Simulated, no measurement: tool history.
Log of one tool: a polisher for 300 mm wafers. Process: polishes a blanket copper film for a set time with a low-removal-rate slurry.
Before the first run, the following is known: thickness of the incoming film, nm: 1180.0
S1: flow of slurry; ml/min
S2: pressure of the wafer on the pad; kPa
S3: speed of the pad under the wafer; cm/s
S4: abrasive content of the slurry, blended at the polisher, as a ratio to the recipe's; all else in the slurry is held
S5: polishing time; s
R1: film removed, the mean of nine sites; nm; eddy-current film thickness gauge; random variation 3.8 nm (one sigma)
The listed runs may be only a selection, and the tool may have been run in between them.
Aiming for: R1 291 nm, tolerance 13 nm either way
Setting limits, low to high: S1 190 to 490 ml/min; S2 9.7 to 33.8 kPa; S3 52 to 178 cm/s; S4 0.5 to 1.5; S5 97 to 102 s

Run 1, hour 0: S1 315 ml/min, S2 21.4 kPa, S3 114 cm/s, S4 1, S5 97 s. Result: R1 385.28 nm.
Run 2, hour 2.7: S1 315 ml/min, S2 20.7 kPa, S3 114 cm/s, S4 1, S5 97 s. Result: R1 363.82 nm.
Run 3, hour 5.4: S1 315 ml/min, S2 20 kPa, S3 114 cm/s, S4 1, S5 97 s. Result: R1 348.48 nm.
Run 4, hour 7: S1 315 ml/min, S2 20 kPa, S3 128 cm/s, S4 1, S5 97 s. Result: R1 380.3 nm.
Run 5, hour 10.2: S1 315 ml/min, S2 19.3 kPa, S3 128 cm/s, S4 1, S5 97 s. Result: R1 373.81 nm.
Run 6, hour 15.9: S1 315 ml/min, S2 19.3 kPa, S3 128 cm/s, S4 1, S5 97 s. Result: R1 368.27 nm.
Run 7, hour 16.6: S1 315 ml/min, S2 18.6 kPa, S3 128 cm/s, S4 1, S5 97 s. Result: R1 355.74 nm.
Run 8, hour 17.6: S1 315 ml/min, S2 17.9 kPa, S3 128 cm/s, S4 1, S5 97 s. Result: R1 333.8 nm.
Run 9, hour 24.8: S1 315 ml/min, S2 16.5 kPa, S3 128 cm/s, S4 1, S5 97 s. Result: R1 315.99 nm.
Run 10, hour 27.6: S1 315 ml/min, S2 15.9 kPa, S3 128 cm/s, S4 1, S5 97 s. Result: R1 301.01 nm.

Pick the move, out of 4, that brings all results within their allowed miss; only one does.
Run A, hour 30.4: S1 275 ml/min, S2 13.8 kPa, S3 124 cm/s, S4 1.05, S5 98 s. Result: R1 ?.
Run B, hour 30.4: S1 405 ml/min, S2 20 kPa, S3 94 cm/s, S4 0.8, S5 97 s. Result: R1 ?.
Run C, hour 30.4: S1 325 ml/min, S2 17.9 kPa, S3 118 cm/s, S4 0.9, S5 98 s. Result: R1 ?.
Run D, hour 30.4: S1 290 ml/min, S2 15.2 kPa, S3 144 cm/s, S4 0.9, S5 102 s. Result: R1 ?.

move      R1
   A  255.91
   B  286.02
   C  310.72
   D   319.4
A: the result that was furthest off in the last run now lies on the other side of its target
B: meets every target
C: moves away from the targets compared with the last run
D: moves away from the targets compared with the last run
The move that meets every target is B.
